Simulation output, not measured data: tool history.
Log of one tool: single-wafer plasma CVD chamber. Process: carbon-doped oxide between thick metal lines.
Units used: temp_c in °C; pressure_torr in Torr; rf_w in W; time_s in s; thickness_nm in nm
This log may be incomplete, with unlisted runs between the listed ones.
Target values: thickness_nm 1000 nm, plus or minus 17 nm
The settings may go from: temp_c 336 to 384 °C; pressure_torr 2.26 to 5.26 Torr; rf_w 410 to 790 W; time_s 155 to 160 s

run 1 day=0 | temp_c=360 pressure_torr=3.76 rf_w=600 time_s=155 | thickness_nm=879.39
run 2 day=0.171 | temp_c=360 pressure_torr=3.76 rf_w=535 time_s=155 | thickness_nm=788.87
run 3 day=0.467 | temp_c=359 pressure_torr=3.93 rf_w=555 time_s=155 | thickness_nm=826.58
run 4 day=0.567 | temp_c=355 pressure_torr=3.93 rf_w=555 time_s=155 | thickness_nm=833.07
run 5 day=0.662 | temp_c=355 pressure_torr=3.93 rf_w=555 time_s=155 | thickness_nm=832.73
run 6 day=0.879 | temp_c=355 pressure_torr=4.31 rf_w=555 time_s=155 | thickness_nm=849.75
run 7 day=1.142 | temp_c=354 pressure_torr=4.46 rf_w=565 time_s=155 | thickness_nm=866.19
run 8 day=1.25 | temp_c=353 pressure_torr=4.58 rf_w=575 time_s=155 | thickness_nm=892.59
run 9 day=1.542 | temp_c=352 pressure_torr=4.69 rf_w=580 time_s=155 | thickness_nm=905.92
run 10 day=1.729 | temp_c=351 pressure_torr=4.79 rf_w=585 time_s=155 | thickness_nm=916.76
run 11 day=1.758 | temp_c=344 pressure_torr=5.26 rf_w=650 time_s=156 | thickness_nm=1047.1

Exercise: of the 5 proposed moves below, exactly one satisfies all targets within the stated allowed misses. Which move is it?
run A day=1.788 | temp_c=349 pressure_torr=4.54 rf_w=655 time_s=160 | thickness_nm=?
run B day=1.788 | temp_c=350 pressure_torr=5.01 rf_w=715 time_s=159 | thickness_nm=?
run C day=1.788 | temp_c=340 pressure_torr=5.25 rf_w=575 time_s=159 | thickness_nm=?
run D day=1.788 | temp_c=336 pressure_torr=4.98 rf_w=610 time_s=155 | thickness_nm=?
run E day=1.788 | temp_c=344 pressure_torr=5.26 rf_w=700 time_s=160 | thickness_nm=?

move=A thickness_nm=1035.8
move=B thickness_nm=1125.5
move=C thickness_nm=962.7
move=D thickness_nm=991.79
move=E thickness_nm=1137
A: better than the last run, though not everything is in spec
B: moves away from the targets compared with the last run
C: moves the result that the last run missed by most past its target, out the other side
D: meets every target
E: moves away from the targets compared with the last run
The move that meets every target is D.

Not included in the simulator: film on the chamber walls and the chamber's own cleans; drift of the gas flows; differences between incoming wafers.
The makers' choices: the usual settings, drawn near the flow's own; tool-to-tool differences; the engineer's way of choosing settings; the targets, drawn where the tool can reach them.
